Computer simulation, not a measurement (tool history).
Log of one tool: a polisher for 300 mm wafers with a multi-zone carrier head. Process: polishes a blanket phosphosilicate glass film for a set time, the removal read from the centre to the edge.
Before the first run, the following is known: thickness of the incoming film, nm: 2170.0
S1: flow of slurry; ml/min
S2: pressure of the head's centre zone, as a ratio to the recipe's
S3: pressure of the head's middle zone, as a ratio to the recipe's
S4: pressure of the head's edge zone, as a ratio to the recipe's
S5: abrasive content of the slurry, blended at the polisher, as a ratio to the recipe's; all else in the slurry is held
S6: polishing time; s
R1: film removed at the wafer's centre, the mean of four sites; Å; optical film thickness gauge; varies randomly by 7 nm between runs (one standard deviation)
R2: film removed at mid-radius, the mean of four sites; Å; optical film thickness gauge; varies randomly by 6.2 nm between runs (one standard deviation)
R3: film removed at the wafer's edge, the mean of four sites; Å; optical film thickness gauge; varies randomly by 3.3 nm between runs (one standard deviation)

run 1 hour=0 | S1=175 S2=1 S3=1 S4=1 S5=1 S6=77 | R1=7333.9 R2=7439 R3=7187.7
run 2 hour=6.5 | S1=175 S2=1 S3=1 S4=1 S5=1.1 S6=77 | R1=7581.9 R2=7904 R3=7481.5
run 3 hour=11.4 | S1=175 S2=1 S3=1 S4=0.94 S5=1.1 S6=77 | R1=7781.9 R2=7693.1 R3=7364.5
run 4 hour=18.2 | S1=180 S2=1 S3=1.03 S4=0.92 S5=1 S6=74 | R1=7029.4 R2=7418.5 R3=6737.9
run 5 hour=23.6 | S1=180 S2=1 S3=1.03 S4=0.97 S5=1 S6=74 | R1=7097.2 R2=7491.2 R3=6896.9
run 6 hour=27.7 | S1=180 S2=1.02 S3=1.05 S4=0.95 S5=0.9 S6=71 | R1=6816 R2=6992 R3=6369.4
run 7 hour=35.7 | S1=185 S2=1.03 S3=1.07 S4=0.93 S5=0.85 S6=68 | R1=6425.2 R2=6788.1 R3=5860.4
run 8 hour=42.8 | S1=185 S2=1.04 S3=1.07 S4=0.92 S5=0.8 S6=66 | R1=6227.3 R2=6417.9 R3=5624.3
run 9 hour=46.7 | S1=185 S2=1.05 S3=1.08 S4=0.91 S5=0.75 S6=65 | R1=5937.6 R2=6149 R3=5375.8
run 10 hour=48.3 | S1=185 S2=1.05 S3=1.08 S4=0.91 S5=0.75 S6=65 | R1=6074.3 R2=6272.2 R3=5527.5
run 11 hour=49.6 | S1=190 S2=1.06 S3=1.09 S4=0.9 S5=0.7 S6=63 | R1=5842.5 R2=5867.9 R3=5208.5
run 12 hour=55.2 | S1=185 S2=1.07 S3=1.1 S4=0.88 S5=0.65 S6=62 | R1=5517.9 R2=5672.7 R3=4853.4
run 13 hour=56.3 | S1=175 S2=1.08 S3=1.1 S4=0.87 S5=0.65 S6=62 | R1=5702.3 R2=5726.7 R3=4797.2
run 14 hour=60.2 | S1=170 S2=1.07 S3=1.09 S4=0.86 S5=0.65 S6=62 | R1=5530.9 R2=5581.9 R3=4759.6
run 15 hour=67.1 | S1=165 S2=1.07 S3=1.09 S4=0.85 S5=0.65 S6=62 | R1=5397.2 R2=5522.8 R3=4777.7
run 16 hour=71.6 | S1=160 S2=1.08 S3=1.1 S4=0.84 S5=0.65 S6=62 | R1=5506.5 R2=5493.9 R3=4693
run 17 hour=75.6 | S1=155 S2=1.08 S3=1.11 S4=0.83 S5=0.65 S6=62 | R1=5500.5 R2=5561.3 R3=4641.3
run 18 hour=81.3 | S1=150 S2=1.08 S3=1.11 S4=0.83 S5=0.65 S6=62 | R1=5297.2 R2=5417.7 R3=4638

For run 19, what comes out?
run 19 hour=87.5 | S1=145 S2=1.12 S3=1.17 S4=0.81 S5=0.5 S6=61 | R1=? R2=? R3=?

{"run 19": {"R1": 4981.4, "R2": 5135.8, "R3": 4151.6}}
